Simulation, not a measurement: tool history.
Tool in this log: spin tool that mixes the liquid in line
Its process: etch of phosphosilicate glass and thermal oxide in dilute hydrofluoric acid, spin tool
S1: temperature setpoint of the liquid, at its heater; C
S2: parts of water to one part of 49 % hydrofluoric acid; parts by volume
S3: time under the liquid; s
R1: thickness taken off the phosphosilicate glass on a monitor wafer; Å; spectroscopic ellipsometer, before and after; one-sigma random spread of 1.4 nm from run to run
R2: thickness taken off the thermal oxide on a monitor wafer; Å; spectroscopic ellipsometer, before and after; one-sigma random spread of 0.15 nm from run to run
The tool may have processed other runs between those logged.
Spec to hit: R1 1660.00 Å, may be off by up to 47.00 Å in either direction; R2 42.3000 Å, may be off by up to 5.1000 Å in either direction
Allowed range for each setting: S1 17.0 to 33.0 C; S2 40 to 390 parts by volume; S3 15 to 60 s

run,hour,S1,S2,S3,R1,R2
1,0.0,25.0,215,30,254.03,6.1973
2,2.1,25.0,265,30,191.97,5.0888
3,7.9,27.5,195,35,360.98,9.0810
4,12.5,27.5,195,50,516.59,13.4200
5,19.4,27.5,195,60,627.52,15.8780
6,26.1,29.5,150,60,900.86,24.7390
7,32.4,29.5,150,60,899.44,23.1760
8,35.5,30.5,120,60,1233.20,32.5980
9,39.4,31.5,110,60,1422.20,34.7470
10,44.9,32.0,105,60,1510.30,39.5470
11,49.9,32.0,85,60,1918.40,50.1330
12,55.9,31.0,85,60,1868.50,51.2600
13,58.9,31.5,90,60,1775.00,43.4510
14,65.5,31.0,90,60,1744.20,46.7520
15,74.2,32.0,105,60,1513.10,37.1930
16,77.9,32.0,100,60,1589.30,40.5080

Exactly one of the 4 candidate moves below puts every result within its allowed miss. Which one?
A,81.6,24.5,80,60,?,?
B,81.6,33.0,105,60,?,?
C,81.6,29.5,90,60,?,?
D,81.6,31.0,95,55,?,?

move,R1,R2
A,1533.70,38.5260
B,1561.10,39.2150
C,1634.70,41.0640
D,1491.40,37.4620
A: the biggest miss grows against the last run
B: the biggest miss grows against the last run
C: every result within its allowed miss
D: the biggest miss grows against the last run
Go with C: it meets all targets.
